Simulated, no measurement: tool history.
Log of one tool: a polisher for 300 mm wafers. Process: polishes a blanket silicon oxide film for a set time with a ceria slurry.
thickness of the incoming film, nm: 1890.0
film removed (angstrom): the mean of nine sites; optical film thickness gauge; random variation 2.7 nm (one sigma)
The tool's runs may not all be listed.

run	hour	flow of slurry (ml/min)	pressure of the wafer on the pad (psi)	speed of the pad under the wafer (cm/s)	polishing time (s)	film removed (angstrom)
1	0	280	3.9	120	25	1308.9
2	3.7	280	3.9	102	25	1164.4
3	4.6	280	3.9	76	25	887.4
4	5.2	280	4.3	84	25	1071.7
5	11.8	280	4.3	68	25	890.53
6	13.4	280	4.3	68	23	826.29
7	19.5	280	4.6	80	23	1001.2
8	27.2	280	5.7	114	24	1755.2
9	31.3	280	5.8	118	24	1838.8
10	33.4	280	5.8	118	24	1846.2
11	40.8	280	5.9	122	24	1875.1
12	43.2	280	5.9	126	24	1981.3
13	47.8	280	5.9	130	24	2056.4
14	55	280	5.9	132	24	2054.6
15	62.9	280	5.9	134	24	2090.8
16	68.2	280	5.9	136	24	2074.3
17	68.9	280	5.9	138	24	2135

Run 18 comes next. What will it give?
18	74.2	280	5.9	140	24	?

film removed (angstrom): 2157.6
